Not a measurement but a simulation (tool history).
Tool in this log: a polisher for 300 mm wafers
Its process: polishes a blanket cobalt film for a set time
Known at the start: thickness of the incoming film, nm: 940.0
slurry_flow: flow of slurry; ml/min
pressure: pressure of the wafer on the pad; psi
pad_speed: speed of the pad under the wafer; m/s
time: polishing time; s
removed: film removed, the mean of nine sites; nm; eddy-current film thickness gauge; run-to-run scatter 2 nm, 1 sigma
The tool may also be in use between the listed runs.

| run | hour | slurry_flow | pressure | pad_speed | time | removed |
|---|---|---|---|---|---|---|
| 1 | 0 | 180 | 1.8 | 1.2 | 41 | 192.02 |
| 2 | 3 | 180 | 1.8 | 1.2 | 37 | 173.23 |
| 3 | 8.9 | 160 | 1.8 | 1.2 | 37 | 170.09 |
| 4 | 16.3 | 120 | 1.8 | 1.2 | 37 | 165.23 |
| 5 | 18.3 | 120 | 1.8 | 0.96 | 37 | 130.73 |
| 6 | 19.8 | 120 | 1.8 | 1.22 | 37 | 168.11 |
| 7 | 23.1 | 130 | 1.9 | 1.22 | 37 | 177.36 |

For run 8, what comes out?
| 8 | 29.4 | 145 | 2 | 1.22 | 37 | ? |

Run 8 gave removed 191.33 nm.
